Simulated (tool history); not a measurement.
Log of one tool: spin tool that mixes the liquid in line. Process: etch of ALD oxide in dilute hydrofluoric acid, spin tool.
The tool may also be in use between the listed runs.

| run | hour | temperature setpoint of the liquid (°C) | parts of water to one part of 49 % hydrofluoric acid (parts by volume) | time under the liquid (s) | thickness taken off the ALD oxide on a monitor wafer (Å) |
|---|---|---|---|---|---|
| 1 | 0 | 20 | 230 | 280 | 108.14 |
| 2 | 3.3 | 20 | 305 | 280 | 76.683 |
| 3 | 7.7 | 20 | 305 | 280 | 76.255 |
| 4 | 13.9 | 20.5 | 305 | 280 | 76.921 |
| 5 | 22.2 | 19 | 305 | 280 | 73.643 |
| 6 | 29.1 | 19.5 | 305 | 280 | 73.602 |
| 7 | 33.6 | 20 | 305 | 280 | 76.306 |

Run 8 comes next. What will it give?
| 8 | 41.5 | 20.5 | 305 | 280 | ? |

{"run 8": {"thickness taken off the ALD oxide on a monitor wafer (Å)": 77.026}}
